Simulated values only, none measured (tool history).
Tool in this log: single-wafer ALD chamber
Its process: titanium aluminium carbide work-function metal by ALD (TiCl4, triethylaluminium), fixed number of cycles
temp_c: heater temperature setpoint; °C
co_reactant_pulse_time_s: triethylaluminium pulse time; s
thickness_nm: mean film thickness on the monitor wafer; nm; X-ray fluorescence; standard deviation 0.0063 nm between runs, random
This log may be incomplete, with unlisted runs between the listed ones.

run 1 day=0.000 | temp_c=285 co_reactant_pulse_time_s=8.89 | thickness_nm=1.8267
run 2 day=0.112 | temp_c=283 co_reactant_pulse_time_s=8.67 | thickness_nm=1.8255
run 3 day=0.188 | temp_c=280 co_reactant_pulse_time_s=8.22 | thickness_nm=1.7645
run 4 day=0.392 | temp_c=279 co_reactant_pulse_time_s=8.13 | thickness_nm=1.7396
run 5 day=0.621 | temp_c=269 co_reactant_pulse_time_s=8.13 | thickness_nm=1.6618
run 6 day=0.658 | temp_c=261 co_reactant_pulse_time_s=8.13 | thickness_nm=1.5903
run 7 day=0.696 | temp_c=263 co_reactant_pulse_time_s=8.28 | thickness_nm=1.6139
run 8 day=0.812 | temp_c=265 co_reactant_pulse_time_s=8.40 | thickness_nm=1.6412

For run 9, what comes out?
run 9 day=0.962 | temp_c=266 co_reactant_pulse_time_s=8.48 | thickness_nm=?

{"run 9": {"thickness_nm": 1.6465}}
